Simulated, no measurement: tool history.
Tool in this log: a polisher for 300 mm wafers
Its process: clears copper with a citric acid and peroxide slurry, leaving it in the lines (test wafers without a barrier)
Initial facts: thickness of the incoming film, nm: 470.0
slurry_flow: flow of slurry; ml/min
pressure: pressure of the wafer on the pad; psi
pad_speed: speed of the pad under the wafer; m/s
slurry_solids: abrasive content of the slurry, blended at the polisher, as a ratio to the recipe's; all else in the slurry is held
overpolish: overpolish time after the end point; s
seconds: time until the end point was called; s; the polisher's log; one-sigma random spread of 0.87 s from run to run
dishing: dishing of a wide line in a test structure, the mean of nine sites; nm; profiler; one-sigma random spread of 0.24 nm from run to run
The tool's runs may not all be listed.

run	hour	slurry_flow	pressure	pad_speed	slurry_solids	overpolish	seconds	dishing
1	0	225	4	1.38	1	30	128.57	21.984
2	1.8	225	3.1	1.38	1	30	167.22	21.472
3	6.6	225	3.1	1.38	1	18	163.7	19.285
4	10.1	225	3.1	1.38	1	9	164.89	14.459
5	14.7	225	3.1	1.68	1	9	138.53	15.608
6	22.6	285	3.1	1.68	1	9	135.15	15.604
7	28.5	285	3.7	1.7	1	14	113.17	20.096
8	36.5	265	4	1.76	1	13	100.51	20.36
9	40.7	250	4.2	1.82	1.05	12	92.12	20.196
10	44.9	250	4.4	1.84	1.05	11	86.654	20.008
11	46.2	260	4.6	1.84	1.05	11	83.224	20.221

Run 12 is up next; what results do you expect?
12	54.8	260	4.8	1.84	1.05	11	?	?

For run 12 the tool returned seconds 82.253 s, dishing 20.211 nm.
